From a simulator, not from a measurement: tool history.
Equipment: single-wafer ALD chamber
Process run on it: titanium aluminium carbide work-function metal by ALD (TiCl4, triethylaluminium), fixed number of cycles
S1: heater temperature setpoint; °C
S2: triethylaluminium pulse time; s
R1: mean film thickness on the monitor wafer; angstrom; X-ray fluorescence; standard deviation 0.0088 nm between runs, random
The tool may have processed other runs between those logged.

{"run": 1, "hour": 0.0, "S1": 290, "S2": 10.51, "R1": 19.1}
{"run": 2, "hour": 2.8, "S1": 290, "S2": 8.76, "R1": 18.664}
{"run": 3, "hour": 9.5, "S1": 286, "S2": 8.76, "R1": 18.205}
{"run": 4, "hour": 17.6, "S1": 286, "S2": 10.92, "R1": 18.805}
{"run": 5, "hour": 21.8, "S1": 296, "S2": 10.92, "R1": 19.692}
{"run": 6, "hour": 28.6, "S1": 296, "S2": 8.01, "R1": 19.354}

What does the tool deliver on the next run?
{"run": 7, "hour": 34.4, "S1": 290, "S2": 7.51, "R1": "?"}

R1: 18.474 angstrom
